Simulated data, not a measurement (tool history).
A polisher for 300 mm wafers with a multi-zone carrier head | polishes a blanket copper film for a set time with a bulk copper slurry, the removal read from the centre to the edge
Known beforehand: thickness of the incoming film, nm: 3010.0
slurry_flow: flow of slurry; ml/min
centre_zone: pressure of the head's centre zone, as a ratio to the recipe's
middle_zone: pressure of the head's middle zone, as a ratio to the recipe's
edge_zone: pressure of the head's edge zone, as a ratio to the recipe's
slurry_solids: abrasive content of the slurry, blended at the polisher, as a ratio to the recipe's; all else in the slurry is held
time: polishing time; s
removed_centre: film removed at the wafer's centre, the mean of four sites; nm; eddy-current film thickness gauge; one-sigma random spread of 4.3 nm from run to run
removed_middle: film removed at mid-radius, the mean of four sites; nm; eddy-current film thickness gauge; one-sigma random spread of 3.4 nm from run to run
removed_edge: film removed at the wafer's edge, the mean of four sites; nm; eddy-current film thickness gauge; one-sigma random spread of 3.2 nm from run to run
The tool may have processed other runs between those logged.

run 1 hour=0.0 | slurry_flow=130 centre_zone=1.00 middle_zone=1.00 edge_zone=1.00 slurry_solids=1.00 time=40 | removed_centre=481.98 removed_middle=476.03 removed_edge=478.14
run 2 hour=6.9 | slurry_flow=100 centre_zone=1.00 middle_zone=1.00 edge_zone=1.00 slurry_solids=1.00 time=40 | removed_centre=446.51 removed_middle=461.37 removed_edge=463.08
run 3 hour=11.6 | slurry_flow=100 centre_zone=1.00 middle_zone=1.00 edge_zone=1.00 slurry_solids=1.20 time=40 | removed_centre=475.92 removed_middle=469.87 removed_edge=480.30
run 4 hour=15.8 | slurry_flow=110 centre_zone=1.03 middle_zone=1.02 edge_zone=0.95 slurry_solids=1.05 time=34 | removed_centre=413.21 removed_middle=410.16 removed_edge=390.11
run 5 hour=21.9 | slurry_flow=115 centre_zone=1.04 middle_zone=1.02 edge_zone=0.92 slurry_solids=0.90 time=31 | removed_centre=375.81 removed_middle=366.46 removed_edge=344.68
run 6 hour=30.6 | slurry_flow=115 centre_zone=1.04 middle_zone=1.03 edge_zone=0.89 slurry_solids=0.80 time=29 | removed_centre=337.43 removed_middle=338.14 removed_edge=319.63
run 7 hour=36.3 | slurry_flow=120 centre_zone=1.14 middle_zone=1.13 edge_zone=0.81 slurry_solids=0.55 time=23 | removed_centre=289.62 removed_middle=283.14 removed_edge=238.38

For run 8, what comes out?
run 8 hour=38.7 | slurry_flow=150 centre_zone=1.10 middle_zone=1.13 edge_zone=0.91 slurry_solids=0.65 time=23 | removed_centre=? removed_middle=? removed_edge=?

removed_centre: 284.39 nm
removed_middle: 291.07 nm
removed_edge: 253.08 nm
